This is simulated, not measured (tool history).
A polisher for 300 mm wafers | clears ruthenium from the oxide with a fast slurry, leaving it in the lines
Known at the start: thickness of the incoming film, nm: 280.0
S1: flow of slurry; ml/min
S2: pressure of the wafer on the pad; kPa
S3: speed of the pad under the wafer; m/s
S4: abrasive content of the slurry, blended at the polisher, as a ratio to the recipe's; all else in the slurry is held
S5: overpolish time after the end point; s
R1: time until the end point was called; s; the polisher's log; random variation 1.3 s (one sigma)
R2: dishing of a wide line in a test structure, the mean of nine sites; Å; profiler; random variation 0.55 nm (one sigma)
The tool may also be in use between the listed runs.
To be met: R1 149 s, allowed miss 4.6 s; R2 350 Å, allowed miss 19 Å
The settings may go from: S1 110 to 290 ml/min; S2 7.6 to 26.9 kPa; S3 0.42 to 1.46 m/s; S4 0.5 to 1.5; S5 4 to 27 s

| run | hour | S1 | S2 | S3 | S4 | S5 | R1 | R2 |
|---|---|---|---|---|---|---|---|---|
| 1 | 0 | 185 | 17.2 | 0.94 | 1 | 14 | 80.809 | 386.34 |
| 2 | 1.4 | 185 | 17.2 | 0.94 | 0.9 | 14 | 87.006 | 363.15 |
| 3 | 3.3 | 185 | 17.2 | 0.86 | 0.9 | 14 | 93.211 | 335.42 |
| 4 | 5.3 | 180 | 15.9 | 0.86 | 0.9 | 15 | 101.4 | 342.76 |
| 5 | 12.5 | 180 | 15.9 | 0.86 | 0.9 | 20 | 102.35 | 449.1 |
| 6 | 21.5 | 180 | 15.9 | 0.86 | 0.7 | 20 | 127.72 | 349.12 |
|  | 24.8 | slurry nozzle cleaned |
| 7 | 24.8 | 175 | 15.2 | 0.86 | 0.7 | 20 | 127.93 | 352.89 |
| 8 | 31.3 | 175 | 14.5 | 0.86 | 0.7 | 20 | 133.65 | 336.69 |

5 next moves are on the table. One of them brings every result within its allowed miss. Which?
| A | 37.8 | 135 | 13.8 | 0.9 | 0.65 | 21 | ? | ? |
| B | 37.8 | 115 | 8.3 | 1.06 | 1.05 | 23 | ? | ? |
| C | 37.8 | 160 | 12.4 | 0.7 | 0.8 | 22 | ? | ? |
| D | 37.8 | 200 | 11.7 | 0.94 | 0.65 | 23 | ? | ? |
| E | 37.8 | 150 | 13.1 | 0.92 | 0.65 | 26 | ? | ? |

| move | R1 | R2 |
|---|---|---|
| A | 158.01 | 307.45 |
| B | 150.18 | 351.17 |
| C | 161.27 | 315.08 |
| D | 165.78 | 320.13 |
| E | 159.47 | 372.23 |
A: takes the result that was furthest off past its target
B: meets every target
C: takes the result that was furthest off past its target
D: takes the result that was furthest off past its target
E: takes the result that was furthest off past its target
Answer: B

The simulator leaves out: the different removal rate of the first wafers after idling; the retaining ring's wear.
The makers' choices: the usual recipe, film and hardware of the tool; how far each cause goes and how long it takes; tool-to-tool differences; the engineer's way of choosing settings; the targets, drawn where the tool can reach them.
